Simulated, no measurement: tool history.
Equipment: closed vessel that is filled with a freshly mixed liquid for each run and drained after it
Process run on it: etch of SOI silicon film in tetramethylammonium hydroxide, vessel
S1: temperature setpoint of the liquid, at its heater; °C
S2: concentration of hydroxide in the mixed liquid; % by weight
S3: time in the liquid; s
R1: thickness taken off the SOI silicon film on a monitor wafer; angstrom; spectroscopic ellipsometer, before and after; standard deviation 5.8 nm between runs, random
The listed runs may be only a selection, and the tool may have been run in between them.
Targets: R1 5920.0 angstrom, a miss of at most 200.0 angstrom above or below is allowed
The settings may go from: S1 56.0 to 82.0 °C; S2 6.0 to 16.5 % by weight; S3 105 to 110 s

run	hour	S1	S2	S3	R1
1	0.0	69.0	11.0	105	7029.5
2	5.1	69.0	9.0	105	7715.5
3	7.9	68.5	9.0	105	7457.5
4	8.7	68.5	9.0	110	7737.9
5	14.3	73.0	9.0	110	10319.0
6	20.6	71.0	9.0	110	8908.6
7	22.2	70.0	9.0	110	8414.8
8	28.5	69.0	9.0	110	7928.0
9	29.7	68.5	9.0	110	7686.9
10	30.7	68.0	9.0	110	7476.2
11	32.1	67.5	9.0	110	7308.1
12	39.8	67.0	9.0	110	7069.4
13	43.5	66.5	9.0	110	6830.5
14	50.9	66.0	9.0	110	6602.8
15	58.4	65.0	9.0	110	6254.3

Pick the move, out of 5, that brings all results within their allowed miss; only one does.
A	65.9	66.5	8.5	105	?
B	65.9	66.0	9.0	105	?
C	65.9	64.0	7.5	105	?
D	65.9	66.0	9.5	110	?
E	65.9	65.5	8.5	110	?

move	R1
A	6631.8
B	6308.2
C	5928.8
D	6475.0
E	6542.4
A: its largest miss is bigger than the last run's
B: its largest miss is bigger than the last run's
C: meets every target
D: its largest miss is bigger than the last run's
E: its largest miss is bigger than the last run's
So the answer is move C, the one that meets all the targets.
